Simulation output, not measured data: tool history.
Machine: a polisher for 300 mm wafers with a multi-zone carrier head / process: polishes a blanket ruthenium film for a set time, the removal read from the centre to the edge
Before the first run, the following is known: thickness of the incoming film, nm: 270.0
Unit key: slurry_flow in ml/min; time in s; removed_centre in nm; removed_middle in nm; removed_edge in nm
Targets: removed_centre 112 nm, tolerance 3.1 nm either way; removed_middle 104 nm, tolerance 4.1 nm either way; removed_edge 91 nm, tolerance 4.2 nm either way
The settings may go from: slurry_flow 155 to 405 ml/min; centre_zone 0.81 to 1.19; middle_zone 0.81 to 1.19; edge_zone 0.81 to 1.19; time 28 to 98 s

run,hour,slurry_flow,centre_zone,middle_zone,edge_zone,time,removed_centre,removed_middle,removed_edge
1,0,260,1,1,1,63,89.409,86.972,86.229
2,5.5,260,1,0.91,1,63,89.5,82.406,86.782
3,8.8,260,1,0.91,0.93,63,88.918,83.552,83.66
4,11.3,265,1.02,0.94,0.93,64,93.24,87.65,86.229
5,12,265,1.02,0.86,0.93,64,93.632,80.557,83.823
6,20,265,1.1,0.86,0.93,64,100.09,80.392,85.878
7,21.2,275,1.11,0.9,0.92,64,101.6,84.099,85.031
8,26.7,280,1.12,0.93,0.92,65,103.17,85.121,85.507
9,29.4,295,1.11,1.03,0.85,75,120.83,111.38,96.475
10,31.8,290,1.1,1.02,0.84,75,119.67,108.63,96.885
11,37.3,285,1.1,1.02,0.83,74,118.12,107.74,92.47
12,39.5,280,1.09,1.01,0.83,74,114.83,107.24,96.458

Exactly one of the 5 candidate moves below puts every result within its allowed miss. Which one?
A,41.7,260,1.03,0.93,0.89,82,?,?,?
B,41.7,380,1.1,1.04,0.92,68,?,?,?
C,41.7,355,0.99,0.9,0.85,81,?,?,?
D,41.7,220,1.02,0.94,0.83,84,?,?,?
E,41.7,245,1.02,1.03,0.82,79,?,?,?

move,removed_centre,removed_middle,removed_edge
A,120.67,109.05,107.29
B,111.55,103.12,92.826
C,118.64,108.25,106.4
D,119.38,110.22,104.72
E,114.24,113.65,98.95
A: moves away from the targets compared with the last run
B: every result lands within tolerance
C: moves away from the targets compared with the last run
D: moves away from the targets compared with the last run
E: moves away from the targets compared with the last run
Correct choice: B, which meets every target

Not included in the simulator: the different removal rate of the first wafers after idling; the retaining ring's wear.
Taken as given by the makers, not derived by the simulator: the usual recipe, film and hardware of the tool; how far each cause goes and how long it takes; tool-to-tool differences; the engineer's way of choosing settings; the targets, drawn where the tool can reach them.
